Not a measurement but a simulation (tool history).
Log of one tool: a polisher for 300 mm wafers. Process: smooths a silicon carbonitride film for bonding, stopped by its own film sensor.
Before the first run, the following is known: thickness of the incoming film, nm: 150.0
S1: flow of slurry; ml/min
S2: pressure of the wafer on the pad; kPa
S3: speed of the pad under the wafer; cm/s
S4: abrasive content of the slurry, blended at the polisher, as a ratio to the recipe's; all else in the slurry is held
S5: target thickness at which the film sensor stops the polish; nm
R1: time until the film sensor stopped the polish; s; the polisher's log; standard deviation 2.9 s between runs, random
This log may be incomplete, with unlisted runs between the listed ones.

Run 1, day 0.000: S1 225 ml/min, S2 17.2 kPa, S3 110 cm/s, S4 1.00, S5 108 nm. Result: R1 122.91 s.
Run 2, day 0.279: S1 225 ml/min, S2 17.2 kPa, S3 110 cm/s, S4 0.85, S5 108 nm. Result: R1 133.89 s.
Run 3, day 0.338: S1 225 ml/min, S2 17.2 kPa, S3 130 cm/s, S4 0.85, S5 108 nm. Result: R1 114.95 s.
Run 4, day 0.612: S1 225 ml/min, S2 15.2 kPa, S3 128 cm/s, S4 0.85, S5 108 nm. Result: R1 132.37 s.
Run 5, day 0.675: S1 225 ml/min, S2 15.2 kPa, S3 128 cm/s, S4 0.90, S5 108 nm. Result: R1 131.47 s.
Run 6, day 0.729: S1 225 ml/min, S2 13.8 kPa, S3 128 cm/s, S4 0.90, S5 108 nm. Result: R1 142.95 s.

What does the tool deliver on the next run?
Run 7, day 0.992: S1 225 ml/min, S2 12.4 kPa, S3 128 cm/s, S4 0.90, S5 108 nm. Result: R1 ?.

{"run 7": {"R1": 155.77}}
